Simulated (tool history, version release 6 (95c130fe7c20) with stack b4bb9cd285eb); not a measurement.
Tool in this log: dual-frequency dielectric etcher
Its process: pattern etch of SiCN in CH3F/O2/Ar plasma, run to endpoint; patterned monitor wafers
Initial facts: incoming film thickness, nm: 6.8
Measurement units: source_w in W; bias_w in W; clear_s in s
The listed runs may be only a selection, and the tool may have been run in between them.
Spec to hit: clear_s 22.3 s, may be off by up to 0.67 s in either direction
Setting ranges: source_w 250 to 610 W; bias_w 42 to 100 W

{"run": 1, "hour": 0.0, "source_w": 430, "bias_w": 71, "clear_s": 18.749}
{"run": 2, "hour": 5.5, "source_w": 390, "bias_w": 68, "clear_s": 19.617}
{"run": 3, "hour": 8.4, "source_w": 390, "bias_w": 80, "clear_s": 18.598}
{"run": 4, "hour": 14.1, "source_w": 360, "bias_w": 76, "clear_s": 19.56}
{"run": 5, "hour": 19.8, "source_w": 360, "bias_w": 86, "clear_s": 18.66}
{"run": 6, "hour": 21.3, "source_w": 440, "bias_w": 86, "clear_s": 17.189}
{"run": 7, "hour": 28.3, "source_w": 390, "bias_w": 81, "clear_s": 18.512}
{"run": 8, "hour": 34.1, "source_w": 360, "bias_w": 78, "clear_s": 19.281}
{"run": 9, "hour": 39.0, "source_w": 330, "bias_w": 75, "clear_s": 20.471}
{"run": 10, "hour": 46.1, "source_w": 310, "bias_w": 74, "clear_s": 21.021}
{"run": 11, "hour": 48.8, "source_w": 300, "bias_w": 73, "clear_s": 21.546}

Which of these 4 next moves meets every target?
{"run": "A", "hour": 51.5, "source_w": 300, "bias_w": 65, "clear_s": "?"}
{"run": "B", "hour": 51.5, "source_w": 340, "bias_w": 80, "clear_s": "?"}
{"run": "C", "hour": 51.5, "source_w": 280, "bias_w": 88, "clear_s": "?"}
{"run": "D", "hour": 51.5, "source_w": 320, "bias_w": 76, "clear_s": "?"}

move=A clear_s=22.532
move=B clear_s=19.656
move=C clear_s=20.604
move=D clear_s=20.596
A: every result within its allowed miss
B: misses by more than the last run did
C: misses by more than the last run did
D: misses by more than the last run did
So the answer is move A, the one that meets all the targets.

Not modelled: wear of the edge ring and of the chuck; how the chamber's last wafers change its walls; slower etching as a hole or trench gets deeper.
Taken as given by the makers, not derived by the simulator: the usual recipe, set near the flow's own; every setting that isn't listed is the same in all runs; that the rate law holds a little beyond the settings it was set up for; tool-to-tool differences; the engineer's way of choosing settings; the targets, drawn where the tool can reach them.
